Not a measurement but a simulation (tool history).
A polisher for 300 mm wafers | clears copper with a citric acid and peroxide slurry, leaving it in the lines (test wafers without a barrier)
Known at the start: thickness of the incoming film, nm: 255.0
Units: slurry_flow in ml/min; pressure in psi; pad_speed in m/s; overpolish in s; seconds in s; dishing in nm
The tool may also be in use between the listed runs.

run,day,slurry_flow,pressure,pad_speed,slurry_solids,overpolish,seconds,dishing
1,0.000,230,3.3,1.30,1.00,29,80.187,55.622
2,0.275,230,3.3,1.30,0.90,29,80.426,56.168
3,0.488,230,3.3,1.30,0.90,36,79.826,60.437
4,0.729,285,3.3,1.30,0.90,36,78.660,65.108
# day 1.029: head pressure recalibrated
5,1.029,285,3.3,1.06,0.90,36,91.239,58.237
6,1.396,285,3.3,1.06,0.75,36,93.059,58.363
7,1.671,260,3.4,1.06,0.80,30,91.486,51.183

Run 8 comes next. What will it give?
8,1.967,255,3.5,1.06,0.80,26,?,?

seconds: 87.450 s
dishing: 50.297 nm

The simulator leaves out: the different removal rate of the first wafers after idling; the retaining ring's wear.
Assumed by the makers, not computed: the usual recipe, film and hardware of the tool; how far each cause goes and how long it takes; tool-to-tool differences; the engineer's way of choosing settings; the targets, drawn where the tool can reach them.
